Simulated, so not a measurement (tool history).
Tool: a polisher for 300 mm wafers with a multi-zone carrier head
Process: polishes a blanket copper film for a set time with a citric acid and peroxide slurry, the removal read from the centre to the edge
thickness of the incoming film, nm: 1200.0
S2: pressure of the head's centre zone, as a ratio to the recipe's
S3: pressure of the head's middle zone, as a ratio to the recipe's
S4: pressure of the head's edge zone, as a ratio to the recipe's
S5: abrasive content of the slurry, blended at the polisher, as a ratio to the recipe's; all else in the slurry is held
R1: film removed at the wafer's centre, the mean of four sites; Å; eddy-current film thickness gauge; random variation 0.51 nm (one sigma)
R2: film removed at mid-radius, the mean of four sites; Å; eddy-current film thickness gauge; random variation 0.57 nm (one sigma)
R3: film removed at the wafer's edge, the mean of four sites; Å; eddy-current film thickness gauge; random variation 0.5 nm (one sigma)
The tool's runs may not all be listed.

{"run": 1, "day": 0.0, "flow of slurry (ml/min)": 135, "S2": 1.0, "S3": 1.0, "S4": 1.0, "S5": 1.0, "polishing time (s)": 59, "R1": 1272.9, "R2": 1342.7, "R3": 1291.2}
{"run": 2, "day": 0.167, "flow of slurry (ml/min)": 135, "S2": 1.0, "S3": 0.92, "S4": 1.0, "S5": 1.0, "polishing time (s)": 59, "R1": 1279.8, "R2": 1229.7, "R3": 1282.4}
{"run": 3, "day": 0.346, "flow of slurry (ml/min)": 130, "S2": 0.99, "S3": 0.91, "S4": 0.95, "S5": 0.85, "polishing time (s)": 51, "R1": 1039.1, "R2": 1025.3, "R3": 1033.2}
{"run": 4, "day": 0.671, "flow of slurry (ml/min)": 120, "S2": 0.98, "S3": 0.88, "S4": 0.91, "S5": 0.75, "polishing time (s)": 47, "R1": 901.14, "R2": 869.04, "R3": 914.34}
{"run": 5, "day": 0.729, "flow of slurry (ml/min)": 120, "S2": 0.94, "S3": 0.88, "S4": 0.91, "S5": 0.75, "polishing time (s)": 47, "R1": 878.48, "R2": 841.52, "R3": 882.55}
{"run": 6, "day": 0.771, "flow of slurry (ml/min)": 125, "S2": 0.9, "S3": 0.87, "S4": 0.88, "S5": 0.65, "polishing time (s)": 45, "R1": 790.01, "R2": 795.22, "R3": 831.73}
{"run": 7, "day": 1.088, "flow of slurry (ml/min)": 120, "S2": 0.93, "S3": 0.88, "S4": 0.86, "S5": 0.6, "polishing time (s)": 42, "R1": 744.73, "R2": 725.53, "R3": 740.28}

Run 8 comes next. What will it give?
{"run": 8, "day": 1.354, "flow of slurry (ml/min)": 110, "S2": 0.93, "S3": 0.88, "S4": 0.84, "S5": 0.6, "polishing time (s)": 42, "R1": "?", "R2": "?", "R3": "?"}

Run 8 gave R1 715.32 Å, R2 723.95 Å, R3 713.98 Å.
